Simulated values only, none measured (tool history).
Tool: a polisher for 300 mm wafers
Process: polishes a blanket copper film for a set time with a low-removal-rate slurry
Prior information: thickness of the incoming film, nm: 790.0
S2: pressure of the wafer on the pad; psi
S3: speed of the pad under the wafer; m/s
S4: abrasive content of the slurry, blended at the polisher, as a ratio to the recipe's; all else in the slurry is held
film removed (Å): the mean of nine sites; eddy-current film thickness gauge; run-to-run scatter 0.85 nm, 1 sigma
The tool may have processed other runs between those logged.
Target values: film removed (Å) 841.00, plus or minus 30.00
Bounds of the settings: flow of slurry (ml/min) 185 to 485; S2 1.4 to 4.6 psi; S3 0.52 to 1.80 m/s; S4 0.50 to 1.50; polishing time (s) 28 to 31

Run 1, day 0.000: flow of slurry (ml/min) 310, S2 3.0 psi, S3 1.16 m/s, S4 1.00, polishing time (s) 31. Result: film removed (Å) 1123.00.
Run 2, day 0.162: flow of slurry (ml/min) 310, S2 3.5 psi, S3 1.16 m/s, S4 1.00, polishing time (s) 31. Result: film removed (Å) 1273.70.
Run 3, day 0.504: flow of slurry (ml/min) 310, S2 3.2 psi, S3 1.16 m/s, S4 1.00, polishing time (s) 31. Result: film removed (Å) 1176.90.
Run 4, day 0.879: flow of slurry (ml/min) 310, S2 3.7 psi, S3 1.16 m/s, S4 1.00, polishing time (s) 31. Result: film removed (Å) 1338.00.
Run 5, day 0.946: flow of slurry (ml/min) 310, S2 3.4 psi, S3 1.16 m/s, S4 1.00, polishing time (s) 31. Result: film removed (Å) 1219.00.
Run 6, day 1.008: flow of slurry (ml/min) 310, S2 3.1 psi, S3 1.16 m/s, S4 1.00, polishing time (s) 31. Result: film removed (Å) 1155.50.
Run 7, day 1.358: flow of slurry (ml/min) 310, S2 2.9 psi, S3 1.16 m/s, S4 1.00, polishing time (s) 31. Result: film removed (Å) 1082.30.
Run 8, day 1.612: flow of slurry (ml/min) 310, S2 2.7 psi, S3 1.16 m/s, S4 1.00, polishing time (s) 31. Result: film removed (Å) 1027.10.
Run 9, day 1.988: flow of slurry (ml/min) 310, S2 2.6 psi, S3 1.16 m/s, S4 1.00, polishing time (s) 31. Result: film removed (Å) 997.70.
Run 10, day 2.250: flow of slurry (ml/min) 310, S2 2.5 psi, S3 1.16 m/s, S4 1.00, polishing time (s) 31. Result: film removed (Å) 966.17.
Run 11, day 2.483: flow of slurry (ml/min) 310, S2 2.4 psi, S3 1.16 m/s, S4 1.00, polishing time (s) 31. Result: film removed (Å) 932.21.

Consider the 5 candidate settings below. Which is the only one whose results all fall within their allowed miss of target?
Run A, day 2.717: flow of slurry (ml/min) 325, S2 2.3 psi, S3 1.12 m/s, S4 1.15, polishing time (s) 31. Result: film removed (Å) ?.
Run B, day 2.717: flow of slurry (ml/min) 355, S2 2.4 psi, S3 1.14 m/s, S4 0.85, polishing time (s) 31. Result: film removed (Å) ?.
Run C, day 2.717: flow of slurry (ml/min) 315, S2 3.2 psi, S3 0.82 m/s, S4 1.10, polishing time (s) 28. Result: film removed (Å) ?.
Run D, day 2.717: flow of slurry (ml/min) 310, S2 2.6 psi, S3 1.22 m/s, S4 0.85, polishing time (s) 28. Result: film removed (Å) ?.
Run E, day 2.717: flow of slurry (ml/min) 300, S2 2.4 psi, S3 1.32 m/s, S4 1.00, polishing time (s) 28. Result: film removed (Å) ?.

move  film removed (Å)
   A            913.19
   B            891.34
   C            844.22
   D            890.60
   E            924.08
A: gains on the last run, yet a result remains outside its allowed miss
B: gains on the last run, yet a result remains outside its allowed miss
C: all results land within tolerance of their targets
D: gains on the last run, yet a result remains outside its allowed miss
E: gains on the last run, yet a result remains outside its allowed miss
Go with C: it meets all targets.

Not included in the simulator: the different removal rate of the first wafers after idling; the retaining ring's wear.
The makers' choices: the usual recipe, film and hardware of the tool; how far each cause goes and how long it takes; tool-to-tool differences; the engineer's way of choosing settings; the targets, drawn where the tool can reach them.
